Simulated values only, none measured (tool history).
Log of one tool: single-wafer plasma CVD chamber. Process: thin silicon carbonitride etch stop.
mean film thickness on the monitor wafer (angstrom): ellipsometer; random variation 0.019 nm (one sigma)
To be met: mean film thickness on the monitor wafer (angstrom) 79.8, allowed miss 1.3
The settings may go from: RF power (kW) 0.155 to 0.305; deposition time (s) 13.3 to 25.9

run  hour  RF power (kW)  deposition time (s)  mean film thickness on the monitor wafer (angstrom)
  1     0           0.23                 19.6                                               115.08
  2   2.9          0.205                 19.6                                               111.96
  3   5.7          0.195                 17.8                                               100.02
  4  11.9          0.215                 17.8                                                102.2
  5    20          0.215                 16.2                                               93.148
  6  22.3          0.205                 15.6                                               89.133
       30  -- thermocouple changed; heater temperature recalibrated
  7    30          0.195                 15.2                                               85.406
  8  32.8          0.185                 15.1                                               83.859
  9  35.3           0.16                 14.6                                               78.318

Which of these 5 next moves meets every target?
  A  37.8          0.155                 14.6                                                    ?
  B  37.8           0.16                 14.3                                                    ?
  C  37.8           0.17                 13.8                                                    ?
  D  37.8          0.155                 14.5                                                    ?
  E  37.8           0.18                 14.5                                                    ?

move  mean film thickness on the monitor wafer (angstrom)
   A                                               77.094
   B                                               76.096
   C                                               74.537
   D                                               76.566
   E                                               79.438
A: further off than the last run
B: further off than the last run
C: further off than the last run
D: further off than the last run
E: meets every target
Answer: E
